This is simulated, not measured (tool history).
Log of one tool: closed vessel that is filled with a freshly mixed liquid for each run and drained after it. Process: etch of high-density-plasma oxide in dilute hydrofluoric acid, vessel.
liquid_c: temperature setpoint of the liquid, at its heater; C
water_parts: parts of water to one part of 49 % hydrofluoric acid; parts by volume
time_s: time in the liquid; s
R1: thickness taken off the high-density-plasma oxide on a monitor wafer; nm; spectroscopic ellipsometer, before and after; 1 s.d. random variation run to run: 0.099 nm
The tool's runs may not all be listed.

Run 1, day 0.000: liquid_c 26.0 C, water_parts 130 parts by volume, time_s 205 s. Result: R1 7.1284 nm.
Run 2, day 0.367: liquid_c 26.0 C, water_parts 110 parts by volume, time_s 205 s. Result: R1 8.7925 nm.
Run 3, day 0.425: liquid_c 26.0 C, water_parts 110 parts by volume, time_s 220 s. Result: R1 9.3661 nm.
Run 4, day 0.754: liquid_c 24.0 C, water_parts 110 parts by volume, time_s 220 s. Result: R1 8.6171 nm.
Run 5, day 1.117: liquid_c 24.0 C, water_parts 145 parts by volume, time_s 220 s. Result: R1 6.2515 nm.
At day 1.379: hydrofluoric acid flow meter replaced.
Run 6, day 1.379: liquid_c 27.0 C, water_parts 120 parts by volume, time_s 220 s. Result: R1 10.0950 nm.
Run 7, day 1.558: liquid_c 29.5 C, water_parts 120 parts by volume, time_s 220 s. Result: R1 10.9030 nm.
Run 8, day 1.900: liquid_c 31.0 C, water_parts 110 parts by volume, time_s 220 s. Result: R1 12.9080 nm.

Run 9, settings as shown, results not yet in. Your forecast:
Run 9, day 1.975: liquid_c 32.0 C, water_parts 100 parts by volume, time_s 220 s. Result: R1 ?.

Run 9 gave R1 14.8320 nm.
